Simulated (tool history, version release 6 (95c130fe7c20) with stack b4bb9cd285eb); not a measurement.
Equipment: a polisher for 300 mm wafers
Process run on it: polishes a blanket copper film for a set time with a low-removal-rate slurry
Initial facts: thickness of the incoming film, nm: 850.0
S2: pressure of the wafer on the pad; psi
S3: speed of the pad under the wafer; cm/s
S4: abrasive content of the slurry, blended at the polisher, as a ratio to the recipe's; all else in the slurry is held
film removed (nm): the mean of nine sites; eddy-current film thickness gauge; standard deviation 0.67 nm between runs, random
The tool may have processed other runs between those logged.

{"run": 1, "hour": 0.0, "flow of slurry (ml/min)": 135, "S2": 3.1, "S3": 86, "S4": 1, "polishing time (s)": 27, "film removed (nm)": 74.52}
{"run": 2, "hour": 6.2, "flow of slurry (ml/min)": 135, "S2": 3, "S3": 86, "S4": 1, "polishing time (s)": 27, "film removed (nm)": 74.267}
{"run": 3, "hour": 8.2, "flow of slurry (ml/min)": 160, "S2": 3, "S3": 86, "S4": 1, "polishing time (s)": 27, "film removed (nm)": 74.437}
{"run": 4, "hour": 8.7, "flow of slurry (ml/min)": 160, "S2": 3, "S3": 86, "S4": 1, "polishing time (s)": 27, "film removed (nm)": 75.311}
{"run": 5, "hour": 16.1, "flow of slurry (ml/min)": 160, "S2": 3, "S3": 86, "S4": 1, "polishing time (s)": 27, "film removed (nm)": 73.919}
{"run": 6, "hour": 21.5, "flow of slurry (ml/min)": 160, "S2": 2.7, "S3": 86, "S4": 1, "polishing time (s)": 27, "film removed (nm)": 69.186}

The next listed run, before its measurement:
{"run": 7, "hour": 24.9, "flow of slurry (ml/min)": 145, "S2": 1.8, "S3": 84, "S4": 1, "polishing time (s)": 27, "film removed (nm)": "?"}

Run 7 gave film removed (nm) 46.17.

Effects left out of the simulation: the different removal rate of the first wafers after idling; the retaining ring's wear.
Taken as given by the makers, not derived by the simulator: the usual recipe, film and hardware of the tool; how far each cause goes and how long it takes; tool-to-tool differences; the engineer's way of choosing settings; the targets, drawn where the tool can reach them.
